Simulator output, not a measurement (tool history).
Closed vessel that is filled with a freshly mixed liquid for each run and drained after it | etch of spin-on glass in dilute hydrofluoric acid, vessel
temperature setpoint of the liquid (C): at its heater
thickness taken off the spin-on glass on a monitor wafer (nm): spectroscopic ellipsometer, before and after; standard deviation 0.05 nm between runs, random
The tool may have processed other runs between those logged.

| run | hour | temperature setpoint of the liquid (C) | parts of water to one part of 49 % hydrofluoric acid (parts by volume) | time in the liquid (s) | thickness taken off the spin-on glass on a monitor wafer (nm) |
|---|---|---|---|---|---|
| 1 | 0.0 | 23.0 | 260 | 160 | 11.9600 |
| 2 | 5.2 | 22.0 | 290 | 160 | 9.9606 |
| 3 | 8.4 | 22.0 | 355 | 160 | 7.6086 |
| 4 | 13.5 | 21.0 | 365 | 160 | 7.1108 |
| 5 | 20.3 | 19.0 | 365 | 160 | 6.6463 |
|  | 22.4 | thermometer replaced |
| 6 | 22.4 | 20.5 | 365 | 160 | 6.6017 |

Estimate the outcome of run 7 from the log above:
| 7 | 30.0 | 20.0 | 370 | 160 | ? |

thickness taken off the spin-on glass on a monitor wafer (nm): 6.3851
